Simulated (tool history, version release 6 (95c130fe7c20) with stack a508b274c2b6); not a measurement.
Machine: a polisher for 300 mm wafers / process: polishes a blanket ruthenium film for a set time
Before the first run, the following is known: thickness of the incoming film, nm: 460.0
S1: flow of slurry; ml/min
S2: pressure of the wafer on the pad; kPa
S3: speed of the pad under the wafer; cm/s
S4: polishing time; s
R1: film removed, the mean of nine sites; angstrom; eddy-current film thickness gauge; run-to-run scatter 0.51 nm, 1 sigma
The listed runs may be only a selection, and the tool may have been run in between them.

Run 1, hour 0: S1 275 ml/min, S2 15.2 kPa, S3 80 cm/s, S4 35 s. Result: R1 299.81 angstrom.
Run 2, hour 2.6: S1 275 ml/min, S2 13.1 kPa, S3 80 cm/s, S4 35 s. Result: R1 266.32 angstrom.
Run 3, hour 7.7: S1 275 ml/min, S2 14.5 kPa, S3 80 cm/s, S4 35 s. Result: R1 287.97 angstrom.
Run 4, hour 16.4: S1 275 ml/min, S2 14.5 kPa, S3 90 cm/s, S4 35 s. Result: R1 324.59 angstrom.
Run 5, hour 19.6: S1 275 ml/min, S2 14.5 kPa, S3 90 cm/s, S4 35 s. Result: R1 324.12 angstrom.
Run 6, hour 26.9: S1 275 ml/min, S2 14.5 kPa, S3 90 cm/s, S4 31 s. Result: R1 283.81 angstrom.
Run 7, hour 30.8: S1 275 ml/min, S2 15.9 kPa, S3 90 cm/s, S4 31 s. Result: R1 310.08 angstrom.
Run 8, hour 35.5: S1 275 ml/min, S2 16.5 kPa, S3 90 cm/s, S4 31 s. Result: R1 323.19 angstrom.

What will run 9 give?
Run 9, hour 39.7: S1 275 ml/min, S2 17.2 kPa, S3 90 cm/s, S4 31 s. Result: R1 ?.

R1: 335.65 angstrom
